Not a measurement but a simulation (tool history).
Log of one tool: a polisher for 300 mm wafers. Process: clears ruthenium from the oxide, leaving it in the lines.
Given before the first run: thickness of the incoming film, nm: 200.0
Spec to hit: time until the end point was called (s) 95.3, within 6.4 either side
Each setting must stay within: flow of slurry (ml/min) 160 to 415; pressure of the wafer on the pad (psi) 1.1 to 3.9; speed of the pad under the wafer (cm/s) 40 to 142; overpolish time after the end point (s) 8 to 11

run,hour,flow of slurry (ml/min),pressure of the wafer on the pad (psi),speed of the pad under the wafer (cm/s),overpolish time after the end point (s),time until the end point was called (s)
1,0,265,2.5,90,11,153.97
2,8.8,290,2.5,90,11,154.76
3,11.1,290,2.8,92,11,137.53
4,17.4,290,2.8,92,11,141.37
5,19.1,290,2.8,92,8,140.76
6,23.8,290,2.4,92,8,157.5
7,26.4,290,2.7,96,8,135.25
8,30.3,290,2.9,98,8,125.4
9,31.4,290,3.1,100,8,117.78
10,36,290,3.2,102,8,115.11
11,44.9,290,3.3,104,8,107.45
12,48.7,290,3.4,104,8,106.71
13,51.7,290,3.5,104,8,101.7

Which single option among these 5 for the next run brings every result within its allowed miss of target? Just one does.
A,54.7,240,3.6,112,11,?
B,54.7,260,3.7,94,9,?
C,54.7,345,3.4,100,11,?
D,54.7,285,3.6,88,9,?
E,54.7,235,3.5,94,8,?

move,time until the end point was called (s)
A,97.351
B,111.4
C,109.6
D,120.15
E,118.14
A: every result lands within tolerance
B: lands further from the targets than the last run did
C: lands further from the targets than the last run did
D: lands further from the targets than the last run did
E: lands further from the targets than the last run did
The right move is A.

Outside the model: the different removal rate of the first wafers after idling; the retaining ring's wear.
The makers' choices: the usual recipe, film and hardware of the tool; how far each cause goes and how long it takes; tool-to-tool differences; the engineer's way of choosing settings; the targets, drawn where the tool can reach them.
